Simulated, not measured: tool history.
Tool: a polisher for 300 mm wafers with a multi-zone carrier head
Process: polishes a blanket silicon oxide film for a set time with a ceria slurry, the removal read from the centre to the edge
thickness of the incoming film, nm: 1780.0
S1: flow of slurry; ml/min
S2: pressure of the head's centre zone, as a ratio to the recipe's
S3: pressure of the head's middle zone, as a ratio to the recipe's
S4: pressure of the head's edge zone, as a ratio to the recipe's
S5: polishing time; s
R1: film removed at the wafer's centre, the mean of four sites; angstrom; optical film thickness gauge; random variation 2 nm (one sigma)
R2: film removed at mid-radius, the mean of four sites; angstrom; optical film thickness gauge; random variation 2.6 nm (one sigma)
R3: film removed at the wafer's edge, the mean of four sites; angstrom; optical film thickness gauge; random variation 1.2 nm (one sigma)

run 1 hour=0.0 | S1=185 S2=1.00 S3=1.00 S4=1.00 S5=87 | R1=3042.4 R2=3142.1 R3=3061.7
run 2 hour=5.4 | S1=175 S2=0.96 S3=0.98 S4=0.97 S5=74 | R1=2469.7 R2=2509.7 R3=2539.0
run 3 hour=7.3 | S1=165 S2=0.92 S3=0.99 S4=0.94 S5=67 | R1=2127.0 R2=2281.6 R3=2248.8
run 4 hour=11.5 | S1=165 S2=0.89 S3=0.99 S4=0.94 S5=67 | R1=2046.6 R2=2240.2 R3=2245.8
run 5 hour=12.4 | S1=155 S2=0.87 S3=0.99 S4=0.91 S5=63 | R1=1892.6 R2=2145.5 R3=2072.7
run 6 hour=19.2 | S1=155 S2=0.87 S3=1.08 S4=0.91 S5=63 | R1=1898.1 R2=2312.1 R3=2062.1
run 7 hour=20.3 | S1=150 S2=0.86 S3=1.04 S4=0.89 S5=60 | R1=1760.3 R2=2083.6 R3=1914.9
run 8 hour=25.3 | S1=140 S2=0.85 S3=1.01 S4=0.88 S5=60 | R1=1774.9 R2=1987.6 R3=1912.1
run 9 hour=31.1 | S1=125 S2=0.81 S3=1.00 S4=0.88 S5=52 | R1=1412.8 R2=1687.2 R3=1631.5

Forecast run 10:
run 10 hour=33.1 | S1=135 S2=0.82 S3=0.99 S4=0.88 S5=52 | R1=? R2=? R3=?

Run 10 gave R1 1429.7 angstrom, R2 1749.2 angstrom, R3 1660.0 angstrom.
